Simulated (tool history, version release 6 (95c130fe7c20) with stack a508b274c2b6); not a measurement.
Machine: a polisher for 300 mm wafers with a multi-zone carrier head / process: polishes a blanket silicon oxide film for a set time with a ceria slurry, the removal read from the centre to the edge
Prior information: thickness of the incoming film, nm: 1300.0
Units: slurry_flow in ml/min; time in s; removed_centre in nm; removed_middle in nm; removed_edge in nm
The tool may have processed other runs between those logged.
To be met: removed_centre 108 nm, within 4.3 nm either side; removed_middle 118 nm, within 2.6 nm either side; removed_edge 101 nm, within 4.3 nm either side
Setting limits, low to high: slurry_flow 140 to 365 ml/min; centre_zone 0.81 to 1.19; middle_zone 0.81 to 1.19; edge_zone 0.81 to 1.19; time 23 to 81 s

| run | hour | slurry_flow | centre_zone | middle_zone | edge_zone | time | removed_centre | removed_middle | removed_edge |
|---|---|---|---|---|---|---|---|---|---|
| 1 | 0 | 235 | 1 | 1 | 1 | 52 | 153.06 | 147.05 | 140.28 |
| 2 | 4.1 | 235 | 1 | 1 | 1.07 | 52 | 153.94 | 147.99 | 149.55 |
| 3 | 10.6 | 235 | 1 | 0.92 | 1.07 | 52 | 150.03 | 139.28 | 146.66 |
| 4 | 17.4 | 235 | 1 | 0.92 | 1.13 | 52 | 155.69 | 140.56 | 152.7 |
| 5 | 25.6 | 235 | 1 | 0.99 | 1.13 | 52 | 151.86 | 146.53 | 151.14 |
| 6 | 30.8 | 235 | 1 | 0.95 | 1.13 | 52 | 152.63 | 142.77 | 152.52 |
| 7 | 35.6 | 235 | 1 | 0.95 | 1.13 | 52 | 148.89 | 141.76 | 153.81 |
| 8 | 40.3 | 230 | 0.97 | 0.96 | 1.08 | 50 | 141.21 | 138.98 | 140.57 |
| 9 | 41.9 | 225 | 0.95 | 0.94 | 1.03 | 49 | 134.77 | 133.16 | 138.22 |
| 10 | 49.3 | 235 | 0.95 | 0.96 | 1 | 47 | 132.3 | 130.37 | 127.41 |
| 11 | 55.6 | 245 | 0.93 | 0.96 | 0.97 | 46 | 125.55 | 127.02 | 125.28 |
| 12 | 56.1 | 240 | 0.92 | 0.97 | 0.94 | 45 | 122.12 | 126 | 120.4 |
| 13 | 60.1 | 205 | 0.89 | 1 | 0.84 | 40 | 100.59 | 113.29 | 99.103 |
| 14 | 60.8 | 215 | 0.9 | 1 | 0.84 | 40 | 103.23 | 113.6 | 99.642 |
| 15 | 62.2 | 220 | 0.9 | 1 | 0.84 | 40 | 104.42 | 112.73 | 101.24 |
| 16 | 62.7 | 220 | 0.9 | 1.01 | 0.84 | 40 | 105.49 | 113.65 | 101.73 |

Pick the move, out of 4, that brings all results within their allowed miss; only one does.
| A | 63.2 | 310 | 0.95 | 0.98 | 0.87 | 38 | ? | ? | ? |
| B | 63.2 | 140 | 0.93 | 1.05 | 0.81 | 43 | ? | ? | ? |
| C | 63.2 | 225 | 0.91 | 1 | 0.81 | 39 | ? | ? | ? |
| D | 63.2 | 275 | 0.94 | 1.03 | 0.84 | 36 | ? | ? | ? |

| move | removed_centre | removed_middle | removed_edge |
|---|---|---|---|
| A | 107.5 | 109.14 | 102.19 |
| B | 105.89 | 116.8 | 103.58 |
| C | 101.75 | 109.87 | 99.016 |
| D | 99.506 | 105.89 | 94.416 |
A: its largest miss is bigger than the last run's
B: in spec on every target
C: its largest miss is bigger than the last run's
D: its largest miss is bigger than the last run's
Move B is the one to make.

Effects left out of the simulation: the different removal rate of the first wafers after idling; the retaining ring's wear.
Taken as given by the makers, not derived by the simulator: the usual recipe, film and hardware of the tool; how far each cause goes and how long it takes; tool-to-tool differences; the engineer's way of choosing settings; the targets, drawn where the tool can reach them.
